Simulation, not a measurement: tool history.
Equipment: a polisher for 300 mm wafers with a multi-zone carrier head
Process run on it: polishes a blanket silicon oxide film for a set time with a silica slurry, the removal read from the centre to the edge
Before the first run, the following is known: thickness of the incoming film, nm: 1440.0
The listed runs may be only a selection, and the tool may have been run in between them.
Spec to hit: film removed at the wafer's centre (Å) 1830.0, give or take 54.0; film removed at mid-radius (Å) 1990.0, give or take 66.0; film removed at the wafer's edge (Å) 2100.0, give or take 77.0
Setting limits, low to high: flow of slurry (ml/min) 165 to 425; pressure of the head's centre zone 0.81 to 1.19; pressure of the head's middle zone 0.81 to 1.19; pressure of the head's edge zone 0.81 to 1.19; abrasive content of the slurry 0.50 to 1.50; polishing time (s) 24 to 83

run  hour  flow of slurry (ml/min)  pressure of the head's centre zone  pressure of the head's middle zone  pressure of the head's edge zone  abrasive content of the slurry  polishing time (s)  film removed at the wafer's centre (Å)  film removed at mid-radius (Å)  film removed at the wafer's edge (Å)
  1   0.0                      275                                1.00                                1.00                              1.00                            1.00                  53                                  1632.9                          1625.3                                1622.4
  2   3.8                      220                                1.00                                1.00                              1.00                            1.00                  53                                  1605.0                          1610.2                                1586.8
  3  10.0                      220                                1.00                                1.00                              1.00                            1.00                  45                                  1343.3                          1317.7                                1363.8
  4  15.9                      245                                0.99                                1.02                              1.06                            1.15                  46                                  1473.9                          1494.7                                1530.8
  5  18.0                      260                                0.97                                1.02                              1.10                            1.25                  48                                  1535.5                          1605.7                                1677.2
  6  26.1                      270                                0.97                                1.03                              1.13                            1.35                  49                                  1638.7                          1729.1                                1805.0
  7  27.5                      275                                0.97                                1.03                              1.15                            1.40                  50                                  1686.2                          1783.2                                1843.2
  8  32.9                      275                                0.96                                1.03                              1.16                            1.45                  52                                  1717.8                          1890.0                                1996.0
  9  40.3                      285                                0.97                                1.03                              1.17                            1.45                  52                                  1777.2                          1870.5                                1960.4

Exercise: of the 4 proposed moves below, exactly one satisfies all targets within the stated allowed misses. Which move is it?
  A  47.7                      210                                0.96                                0.96                              1.02                            1.35                  62                                       ?                               ?                                     ?
  B  47.7                      260                                0.92                                1.08                              1.18                            1.50                  54                                       ?                               ?                                     ?
  C  47.7                      320                                1.01                                1.13                              1.14                            1.40                  51                                       ?                               ?                                     ?
  D  47.7                      165                                0.94                                1.03                              1.13                            1.40                  60                                       ?                               ?                                     ?

move  film removed at the wafer's centre (Å)  film removed at mid-radius (Å)  film removed at the wafer's edge (Å)
   A                                  1952.7                          2029.1                                2094.7
   B                                  1733.4                          2070.2                                2066.3
   C                                  1798.7                          2027.0                                1902.2
   D                                  1805.4                          2040.1                                2105.1
A: brings the result that was furthest off to its target, and leaves another outside
B: brings the result that was furthest off to its target, and leaves another outside
C: the biggest miss grows against the last run
D: each result inside its tolerance
Answer: D
